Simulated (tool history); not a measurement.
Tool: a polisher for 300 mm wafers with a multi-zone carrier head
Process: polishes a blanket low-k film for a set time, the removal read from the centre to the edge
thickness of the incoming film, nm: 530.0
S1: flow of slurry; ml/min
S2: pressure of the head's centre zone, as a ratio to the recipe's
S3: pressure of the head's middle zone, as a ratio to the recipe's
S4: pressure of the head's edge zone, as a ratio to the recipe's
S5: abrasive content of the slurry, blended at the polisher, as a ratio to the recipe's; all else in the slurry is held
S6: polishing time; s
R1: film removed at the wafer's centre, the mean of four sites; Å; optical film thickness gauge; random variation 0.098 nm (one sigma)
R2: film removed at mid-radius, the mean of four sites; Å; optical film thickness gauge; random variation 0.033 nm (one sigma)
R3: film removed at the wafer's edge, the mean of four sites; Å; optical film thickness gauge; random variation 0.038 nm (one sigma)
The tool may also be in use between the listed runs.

run	hour	S1	S2	S3	S4	S5	S6	R1	R2	R3
1	0	210	1	1	1	1	43	116.07	110.72	113.06
2	7.3	210	1.07	1	1	1	43	124.88	111.17	112.4
3	10.7	165	1.07	1	1	1	43	121.15	107.39	110.94
4	12.8	165	1.07	1	1	1.1	43	129.05	113.05	116.35
5	15.9	165	1.08	0.98	0.99	1.05	41	119	104.44	107.84
6	23.6	165	1.08	0.98	0.99	1.05	35	101.96	90.434	91.53
7	31.9	165	1.09	0.96	0.98	1	34	97.963	82.503	86.845
8	34.7	170	1.09	0.95	0.97	0.95	33	90.137	77.362	82.586

Run 9 comes next. What will it give?
9	36.5	125	1.19	0.85	0.87	0.7	25	?	?	?

{"run 9": {"R1": 57.331, "R2": 41.72, "R3": 46.769}}
